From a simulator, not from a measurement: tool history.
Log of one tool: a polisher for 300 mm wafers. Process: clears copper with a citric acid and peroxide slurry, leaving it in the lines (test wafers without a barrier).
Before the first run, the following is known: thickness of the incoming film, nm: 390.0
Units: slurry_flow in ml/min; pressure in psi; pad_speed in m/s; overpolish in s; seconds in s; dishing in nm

Run 1, hour 0: slurry_flow 320 ml/min, pressure 3.2 psi, pad_speed 1.34 m/s, slurry_solids 1, overpolish 23 s. Result: seconds 111.89 s, dishing 42.982 nm.
Run 2, hour 5.5: slurry_flow 320 ml/min, pressure 3.2 psi, pad_speed 1.08 m/s, slurry_solids 1, overpolish 23 s. Result: seconds 140.19 s, dishing 38.656 nm.
Run 3, hour 10.2: slurry_flow 320 ml/min, pressure 2.8 psi, pad_speed 1.08 m/s, slurry_solids 1, overpolish 23 s. Result: seconds 152.11 s, dishing 34.577 nm.
Run 4, hour 12.1: slurry_flow 350 ml/min, pressure 2.8 psi, pad_speed 1.08 m/s, slurry_solids 1, overpolish 23 s. Result: seconds 153.54 s, dishing 34.239 nm.
Run 5, hour 13: slurry_flow 370 ml/min, pressure 2.6 psi, pad_speed 1.18 m/s, slurry_solids 0.95, overpolish 21 s. Result: seconds 148.1 s, dishing 31.575 nm.
Run 6, hour 19.7: slurry_flow 370 ml/min, pressure 2.6 psi, pad_speed 1.18 m/s, slurry_solids 0.95, overpolish 16 s. Result: seconds 150.34 s, dishing 25.685 nm.

The next listed run, before its measurement:
Run 7, hour 27.5: slurry_flow 390 ml/min, pressure 2.4 psi, pad_speed 1.26 m/s, slurry_solids 0.9, overpolish 15 s. Result: seconds ?, dishing ?.

{"run 7": {"seconds": 152.21, "dishing": 23.993}}
